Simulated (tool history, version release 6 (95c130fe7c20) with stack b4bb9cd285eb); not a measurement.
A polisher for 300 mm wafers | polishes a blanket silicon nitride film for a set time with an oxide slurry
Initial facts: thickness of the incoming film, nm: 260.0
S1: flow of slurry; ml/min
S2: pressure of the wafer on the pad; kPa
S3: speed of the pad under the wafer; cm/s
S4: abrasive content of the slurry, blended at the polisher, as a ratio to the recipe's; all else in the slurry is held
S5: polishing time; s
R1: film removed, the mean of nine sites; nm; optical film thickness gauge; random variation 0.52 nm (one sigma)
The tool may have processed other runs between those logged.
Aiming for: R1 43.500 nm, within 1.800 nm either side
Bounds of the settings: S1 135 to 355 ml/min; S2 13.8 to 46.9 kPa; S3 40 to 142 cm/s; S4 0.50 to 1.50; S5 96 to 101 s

run	hour	S1	S2	S3	S4	S5	R1
1	0.0	225	30.3	90	1.00	96	61.823
2	4.4	225	29.0	90	1.00	96	59.496
3	12.9	225	27.6	90	1.00	96	57.636
4	20.9	225	26.2	90	1.00	96	54.923
5	21.9	225	25.5	90	1.00	96	51.643
6	27.6	225	32.4	90	1.00	96	66.592
7	30.8	225	31.0	90	1.00	96	64.489
8	37.2	225	29.6	90	1.00	96	60.104

Which one of the following 5 next-run settings gets every result inside its allowed miss? There is exactly one.
A	43.6	140	28.3	80	1.10	96	?
B	43.6	265	22.1	76	1.20	96	?
C	43.6	305	19.3	86	0.75	96	?
D	43.6	195	30.3	70	0.95	96	?
E	43.6	230	24.1	84	0.95	100	?

move	R1
A	49.893
B	43.911
C	37.310
D	49.270
E	49.011
A: nearer the targets than the last run, but a result is still out of spec
B: each result inside its tolerance
C: pushes the last run's worst result past its target
D: nearer the targets than the last run, but a result is still out of spec
E: nearer the targets than the last run, but a result is still out of spec
Go with B: it meets all targets.
